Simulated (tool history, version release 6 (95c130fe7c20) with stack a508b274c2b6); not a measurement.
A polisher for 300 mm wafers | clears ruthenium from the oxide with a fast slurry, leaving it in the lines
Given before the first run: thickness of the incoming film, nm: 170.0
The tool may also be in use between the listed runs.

run	hour	flow of slurry (ml/min)	pressure of the wafer on the pad (psi)	speed of the pad under the wafer (m/s)	abrasive content of the slurry	overpolish time after the end point (s)	time until the end point was called (s)	dishing of a wide line in a test structure (nm)
1	0	245	2.8	0.88	1	18	48.901	34.121
2	2.6	245	2.7	0.84	1	16	50.952	30.158
3	6.7	245	2.5	0.8	1	15	57.679	27.075
4	13.4	245	2.4	0.78	1	14	62.442	24.739
5	20	245	2.3	0.76	1	13	66.768	22.263
6	25.1	245	2.2	0.76	1	12	67.415	20.484
7	30	245	2.1	0.76	1	12	70.428	19.852
8	30.8	245	2	0.76	1	12	74.999	18.926
9	37	245	1.9	0.76	1	12	77.851	18.743

Run 10, settings as shown, results not yet in. Your forecast:
10	43.8	245	1.3	0.72	1	7	?	?

time until the end point was called (s): 107.16
dishing of a wide line in a test structure (nm): 8.9578

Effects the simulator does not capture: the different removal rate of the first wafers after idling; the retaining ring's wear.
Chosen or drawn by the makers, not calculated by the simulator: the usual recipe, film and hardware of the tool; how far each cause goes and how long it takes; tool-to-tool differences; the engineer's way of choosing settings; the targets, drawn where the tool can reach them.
